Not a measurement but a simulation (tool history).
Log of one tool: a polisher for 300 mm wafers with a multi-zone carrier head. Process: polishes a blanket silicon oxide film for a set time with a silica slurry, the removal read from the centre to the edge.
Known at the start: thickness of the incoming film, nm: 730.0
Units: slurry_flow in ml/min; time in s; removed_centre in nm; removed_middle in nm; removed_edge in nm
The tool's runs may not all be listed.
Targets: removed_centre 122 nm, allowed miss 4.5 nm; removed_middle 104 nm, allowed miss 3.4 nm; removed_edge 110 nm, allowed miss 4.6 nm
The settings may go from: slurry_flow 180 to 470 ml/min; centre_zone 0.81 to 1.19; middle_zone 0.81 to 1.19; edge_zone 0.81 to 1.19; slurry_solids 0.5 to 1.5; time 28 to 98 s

{"run": 1, "day": 0.0, "slurry_flow": 300, "centre_zone": 1, "middle_zone": 1, "edge_zone": 1, "slurry_solids": 1, "time": 63, "removed_centre": 205.4, "removed_middle": 226.33, "removed_edge": 230.85}
{"run": 2, "day": 0.212, "slurry_flow": 300, "centre_zone": 1, "middle_zone": 1, "edge_zone": 1, "slurry_solids": 1.1, "time": 63, "removed_centre": 220.03, "removed_middle": 243.39, "removed_edge": 240.46}
{"run": 3, "day": 0.404, "slurry_flow": 305, "centre_zone": 1.02, "middle_zone": 1, "edge_zone": 0.98, "slurry_solids": 1.05, "time": 59, "removed_centre": 204.64, "removed_middle": 220.14, "removed_edge": 216.54}
{"run": 4, "day": 0.462, "slurry_flow": 310, "centre_zone": 1.03, "middle_zone": 0.99, "edge_zone": 0.97, "slurry_solids": 1, "time": 56, "removed_centre": 185.51, "removed_middle": 204.63, "removed_edge": 198.91}
{"run": 5, "day": 0.512, "slurry_flow": 310, "centre_zone": 1.03, "middle_zone": 0.99, "edge_zone": 0.97, "slurry_solids": 0.85, "time": 56, "removed_centre": 170.88, "removed_middle": 181.46, "removed_edge": 181.74}
{"run": 6, "day": 0.717, "slurry_flow": 310, "centre_zone": 1.04, "middle_zone": 0.97, "edge_zone": 0.96, "slurry_solids": 0.8, "time": 55, "removed_centre": 164.45, "removed_middle": 168.75, "removed_edge": 169.25}
{"run": 7, "day": 1.079, "slurry_flow": 305, "centre_zone": 1.04, "middle_zone": 0.95, "edge_zone": 0.95, "slurry_solids": 0.75, "time": 54, "removed_centre": 151.03, "removed_middle": 153.86, "removed_edge": 158.06}
{"run": 8, "day": 1.183, "slurry_flow": 305, "centre_zone": 1.05, "middle_zone": 0.94, "edge_zone": 0.93, "slurry_solids": 0.7, "time": 54, "removed_centre": 143.41, "removed_middle": 146, "removed_edge": 146.64}
{"run": 9, "day": 1.488, "slurry_flow": 300, "centre_zone": 1.06, "middle_zone": 0.92, "edge_zone": 0.92, "slurry_solids": 0.7, "time": 54, "removed_centre": 142.27, "removed_middle": 140.97, "removed_edge": 143.77}
{"run": 10, "day": 1.612, "slurry_flow": 295, "centre_zone": 1.07, "middle_zone": 0.91, "edge_zone": 0.91, "slurry_solids": 0.7, "time": 54, "removed_centre": 146.35, "removed_middle": 142.43, "removed_edge": 146.23}
{"run": 11, "day": 1.758, "slurry_flow": 295, "centre_zone": 1.08, "middle_zone": 0.9, "edge_zone": 0.9, "slurry_solids": 0.7, "time": 53, "removed_centre": 144.82, "removed_middle": 137.58, "removed_edge": 142.61}
{"run": 12, "day": 1.858, "slurry_flow": 295, "centre_zone": 1.09, "middle_zone": 0.89, "edge_zone": 0.89, "slurry_solids": 0.7, "time": 53, "removed_centre": 146.8, "removed_middle": 135.74, "removed_edge": 140.13}
{"day": 2.188, "done": "centre zone pressure recalibrated"}
{"run": 13, "day": 2.188, "slurry_flow": 295, "centre_zone": 1.09, "middle_zone": 0.89, "edge_zone": 0.89, "slurry_solids": 0.7, "time": 53, "removed_centre": 160.77, "removed_middle": 135.66, "removed_edge": 142.53}
{"run": 14, "day": 2.412, "slurry_flow": 285, "centre_zone": 1.04, "middle_zone": 0.84, "edge_zone": 0.83, "slurry_solids": 0.5, "time": 43, "removed_centre": 90.928, "removed_middle": 76.129, "removed_edge": 80.494}
{"run": 15, "day": 2.621, "slurry_flow": 340, "centre_zone": 1.14, "middle_zone": 0.94, "edge_zone": 0.93, "slurry_solids": 0.5, "time": 37, "removed_centre": 84.545, "removed_middle": 72.84, "removed_edge": 73.068}
{"run": 16, "day": 2.808, "slurry_flow": 335, "centre_zone": 1.14, "middle_zone": 0.94, "edge_zone": 0.94, "slurry_solids": 0.55, "time": 37, "removed_centre": 95.886, "removed_middle": 79.284, "removed_edge": 81.315}
{"run": 17, "day": 2.942, "slurry_flow": 330, "centre_zone": 1.14, "middle_zone": 0.95, "edge_zone": 0.96, "slurry_solids": 0.55, "time": 37, "removed_centre": 97.315, "removed_middle": 79.497, "removed_edge": 83.01}
{"run": 18, "day": 3.154, "slurry_flow": 320, "centre_zone": 1.14, "middle_zone": 0.97, "edge_zone": 0.98, "slurry_solids": 0.55, "time": 37, "removed_centre": 95.688, "removed_middle": 82.267, "removed_edge": 82.696}
{"run": 19, "day": 3.292, "slurry_flow": 310, "centre_zone": 1.14, "middle_zone": 0.97, "edge_zone": 1, "slurry_solids": 0.55, "time": 37, "removed_centre": 95.806, "removed_middle": 81.583, "removed_edge": 84.325}
{"run": 20, "day": 3.396, "slurry_flow": 305, "centre_zone": 1.14, "middle_zone": 0.98, "edge_zone": 1.01, "slurry_solids": 0.55, "time": 37, "removed_centre": 95.73, "removed_middle": 82.155, "removed_edge": 82.69}
{"run": 21, "day": 3.458, "slurry_flow": 305, "centre_zone": 1.14, "middle_zone": 0.98, "edge_zone": 1.02, "slurry_solids": 0.6, "time": 37, "removed_centre": 104.13, "removed_middle": 90.771, "removed_edge": 90.386}
{"run": 22, "day": 3.592, "slurry_flow": 295, "centre_zone": 1.14, "middle_zone": 0.97, "edge_zone": 1.03, "slurry_solids": 0.6, "time": 37, "removed_centre": 103.41, "removed_middle": 89.922, "removed_edge": 92.586}
{"run": 23, "day": 3.642, "slurry_flow": 285, "centre_zone": 1.15, "middle_zone": 0.97, "edge_zone": 1.04, "slurry_solids": 0.6, "time": 37, "removed_centre": 103.22, "removed_middle": 89.553, "removed_edge": 90.546}
{"run": 24, "day": 3.888, "slurry_flow": 280, "centre_zone": 1.15, "middle_zone": 0.97, "edge_zone": 1.05, "slurry_solids": 0.6, "time": 37, "removed_centre": 103.66, "removed_middle": 88.325, "removed_edge": 94.415}
{"run": 25, "day": 3.962, "slurry_flow": 280, "centre_zone": 1.15, "middle_zone": 0.98, "edge_zone": 1.06, "slurry_solids": 0.6, "time": 37, "removed_centre": 106.29, "removed_middle": 90.687, "removed_edge": 92.734}
{"run": 26, "day": 4.254, "slurry_flow": 275, "centre_zone": 1.15, "middle_zone": 0.98, "edge_zone": 1.07, "slurry_solids": 0.6, "time": 37, "removed_centre": 102.63, "removed_middle": 89.065, "removed_edge": 93.729}

Which of these 5 next moves meets every target?
{"run": "A", "day": 4.546, "slurry_flow": 320, "centre_zone": 1.13, "middle_zone": 0.85, "edge_zone": 1.05, "slurry_solids": 0.5, "time": 53, "removed_centre": "?", "removed_middle": "?", "removed_edge": "?"}
{"run": "B", "day": 4.546, "slurry_flow": 310, "centre_zone": 1.17, "middle_zone": 0.91, "edge_zone": 1.09, "slurry_solids": 0.55, "time": 46, "removed_centre": "?", "removed_middle": "?", "removed_edge": "?"}
{"run": "C", "day": 4.546, "slurry_flow": 350, "centre_zone": 1.19, "middle_zone": 0.87, "edge_zone": 1.09, "slurry_solids": 0.55, "time": 47, "removed_centre": "?", "removed_middle": "?", "removed_edge": "?"}
{"run": "D", "day": 4.546, "slurry_flow": 280, "centre_zone": 1.19, "middle_zone": 0.95, "edge_zone": 1.05, "slurry_solids": 0.7, "time": 39, "removed_centre": "?", "removed_middle": "?", "removed_edge": "?"}
{"run": "E", "day": 4.546, "slurry_flow": 280, "centre_zone": 1.14, "middle_zone": 0.96, "edge_zone": 1.05, "slurry_solids": 0.55, "time": 48, "removed_centre": "?", "removed_middle": "?", "removed_edge": "?"}

move=A removed_centre=120.87 removed_middle=94.103 removed_edge=110.51
move=B removed_centre=120.17 removed_middle=95.808 removed_edge=108.17
move=C removed_centre=126.31 removed_middle=95.412 removed_edge=111.58
move=D removed_centre=127.93 removed_middle=104.15 removed_edge=111.79
move=E removed_centre=120.95 removed_middle=103.4 removed_edge=109.98
A: nearer than the last run, and not there yet
B: nearer than the last run, and not there yet
C: nearer than the last run, and not there yet
D: brings the result that was furthest off to its target, and leaves another outside
E: meets every target
Answer: E
